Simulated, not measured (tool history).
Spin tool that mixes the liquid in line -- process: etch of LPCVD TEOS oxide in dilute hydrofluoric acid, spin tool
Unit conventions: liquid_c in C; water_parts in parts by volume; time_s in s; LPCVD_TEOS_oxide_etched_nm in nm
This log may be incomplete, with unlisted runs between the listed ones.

Run 1, hour 0.0: liquid_c 22.0 C, water_parts 105 parts by volume, time_s 45 s. Result: LPCVD_TEOS_oxide_etched_nm 17.882 nm.
Run 2, hour 1.4: liquid_c 24.0 C, water_parts 85 parts by volume, time_s 45 s. Result: LPCVD_TEOS_oxide_etched_nm 24.460 nm.
Run 3, hour 4.5: liquid_c 25.5 C, water_parts 70 parts by volume, time_s 45 s. Result: LPCVD_TEOS_oxide_etched_nm 32.700 nm.
Run 4, hour 6.6: liquid_c 27.5 C, water_parts 70 parts by volume, time_s 45 s. Result: LPCVD_TEOS_oxide_etched_nm 34.721 nm.
Run 5, hour 12.5: liquid_c 28.0 C, water_parts 60 parts by volume, time_s 45 s. Result: LPCVD_TEOS_oxide_etched_nm 42.144 nm.
Run 6, hour 14.6: liquid_c 28.0 C, water_parts 85 parts by volume, time_s 45 s. Result: LPCVD_TEOS_oxide_etched_nm 28.562 nm.
Run 7, hour 21.2: liquid_c 28.5 C, water_parts 75 parts by volume, time_s 45 s. Result: LPCVD_TEOS_oxide_etched_nm 33.714 nm.
Run 8, hour 27.3: liquid_c 30.0 C, water_parts 35 parts by volume, time_s 45 s. Result: LPCVD_TEOS_oxide_etched_nm 81.845 nm.

What will run 9 give?
Run 9, hour 35.4: liquid_c 28.5 C, water_parts 35 parts by volume, time_s 45 s. Result: LPCVD_TEOS_oxide_etched_nm ?.

LPCVD_TEOS_oxide_etched_nm: 76.384 nm
